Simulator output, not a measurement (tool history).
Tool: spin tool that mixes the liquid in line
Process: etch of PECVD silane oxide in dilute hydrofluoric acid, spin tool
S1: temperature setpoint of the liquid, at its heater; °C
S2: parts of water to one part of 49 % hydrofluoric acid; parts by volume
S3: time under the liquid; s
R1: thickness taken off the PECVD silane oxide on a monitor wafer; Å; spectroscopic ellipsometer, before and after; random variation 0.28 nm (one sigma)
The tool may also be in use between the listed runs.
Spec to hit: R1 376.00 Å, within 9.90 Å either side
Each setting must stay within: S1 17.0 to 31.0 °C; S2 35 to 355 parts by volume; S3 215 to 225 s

run	hour	S1	S2	S3	R1
1	0.0	23.0	195	215	306.17
2	1.2	23.0	225	215	261.33
3	6.3	25.5	220	215	290.67
4	13.8	27.0	215	215	315.65
5	21.4	27.0	280	215	227.67
6	23.8	27.0	325	215	185.93
7	30.3	28.0	285	215	228.48
# hour 33.4: thermometer replaced
8	33.4	29.0	255	215	257.76
9	40.6	29.5	230	215	300.37
10	44.7	30.0	215	215	331.17
11	45.9	30.5	210	215	349.30
12	53.9	30.5	205	215	360.20

Next run, 4 choices. One meets every target within its allowed miss, the rest don't. Which?
A	61.9	29.0	210	215	?
B	61.9	30.0	215	225	?
C	61.9	31.0	200	215	?
D	61.9	31.0	220	225	?

move	R1
A	328.28
B	345.25
C	373.80
D	346.93
A: its largest miss is bigger than the last run's
B: its largest miss is bigger than the last run's
C: meets every target
D: its largest miss is bigger than the last run's
Answer: C
